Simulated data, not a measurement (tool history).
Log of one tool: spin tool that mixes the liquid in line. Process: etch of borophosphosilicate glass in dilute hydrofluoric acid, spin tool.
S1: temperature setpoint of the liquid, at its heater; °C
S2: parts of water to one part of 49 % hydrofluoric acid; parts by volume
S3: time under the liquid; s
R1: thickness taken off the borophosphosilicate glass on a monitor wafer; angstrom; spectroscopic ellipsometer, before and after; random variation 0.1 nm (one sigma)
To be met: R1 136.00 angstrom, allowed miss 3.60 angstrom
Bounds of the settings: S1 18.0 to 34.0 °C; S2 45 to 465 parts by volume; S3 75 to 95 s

run	hour	S1	S2	S3	R1
1	0.0	26.0	255	95	276.35
2	8.6	26.0	255	75	216.35
3	10.3	26.0	255	75	220.40
4	17.3	24.0	265	75	193.22
5	19.2	27.5	265	75	221.18
6	24.6	31.0	265	75	246.25
7	25.9	27.0	320	75	167.50
8	30.6	25.5	320	75	161.90
9	39.4	24.0	320	75	152.19
10	40.6	23.0	320	75	147.04
11	47.6	22.5	320	75	145.11
12	52.8	22.0	320	75	141.56

4 next moves are on the table. One of them brings every result within its allowed miss. Which?
A	58.0	18.0	295	75	?
B	58.0	21.5	360	90	?
C	58.0	22.5	355	85	?
D	58.0	23.5	325	75	?

move	R1
A	136.64
B	144.09
C	143.49
D	147.14
A: meets every target
B: further off than the last run
C: further off than the last run
D: further off than the last run
The right move is A.
